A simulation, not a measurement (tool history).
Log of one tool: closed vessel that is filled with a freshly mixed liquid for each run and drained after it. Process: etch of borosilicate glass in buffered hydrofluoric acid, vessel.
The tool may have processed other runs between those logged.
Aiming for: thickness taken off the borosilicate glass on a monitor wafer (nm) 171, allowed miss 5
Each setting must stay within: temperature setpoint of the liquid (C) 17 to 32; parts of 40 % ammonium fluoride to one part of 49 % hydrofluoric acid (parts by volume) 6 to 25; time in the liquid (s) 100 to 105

run    day  temperature setpoint of the liquid (C)  parts of 40 % ammonium fluoride to one part of 49 % hydrofluoric acid (parts by volume)  time in the liquid (s)  thickness taken off the borosilicate glass on a monitor wafer (nm)
  1      0                                      24                                                                                     15.5                     100                                                              88.819
  2  0.304                                      24                                                                                     13.5                     100                                                              102.32
  3  0.458                                      24                                                                                     16.5                     100                                                              83.543
  4  0.729                                      24                                                                                     13.5                     100                                                              100.73
  5  1.029                                      24                                                                                     13.5                     105                                                              107.34
  6  1.196                                      25                                                                                     13.5                     105                                                               112.5
  7   1.55                                    25.5                                                                                       13                     105                                                              121.38
  8  1.796                                      26                                                                                       13                     105                                                              125.08
  9  1.829                                    26.5                                                                                       13                     105                                                              126.24
 10  2.096                                      27                                                                                       13                     105                                                               132.2
 11  2.179                                    27.5                                                                                       13                     105                                                              133.12
 12  2.267                                      28                                                                                       13                     105                                                               139.2
     2.604  -- hydrofluoric acid flow meter replaced
 13  2.604                                    28.5                                                                                       13                     105                                                              131.23
 14   2.85                                      32                                                                                      9.5                     105                                                              211.19
 15  3.108                                      32                                                                                      9.5                     105                                                                 211
 16  3.158                                    31.5                                                                                      9.5                     105                                                              204.36
 17    3.4                                      31                                                                                      9.5                     105                                                              198.59
 18  3.508                                    30.5                                                                                      9.5                     105                                                              194.81
 19  3.625                                      30                                                                                      9.5                     105                                                              188.69
 20  3.904                                      29                                                                                      9.5                     105                                                              179.99

Which one of the following 4 next-run settings gets every result inside its allowed miss? There is exactly one.
  A  4.183                                    30.5                                                                                     10.5                     100                                                                   ?
  B  4.183                                      30                                                                                      9.5                     100                                                                   ?
  C  4.183                                    29.5                                                                                      9.5                     105                                                                   ?
  D  4.183                                    27.5                                                                                      8.5                     105                                                                   ?

move  thickness taken off the borosilicate glass on a monitor wafer (nm)
   A                                                               168.9
   B                                                              178.46
   C                                                              182.61
   D                                                              181.43
A: each result inside its tolerance
B: moves toward the targets from the last run without getting all of them in spec
C: the biggest miss grows against the last run
D: the biggest miss grows against the last run
A is the move that brings every result within its allowed miss.
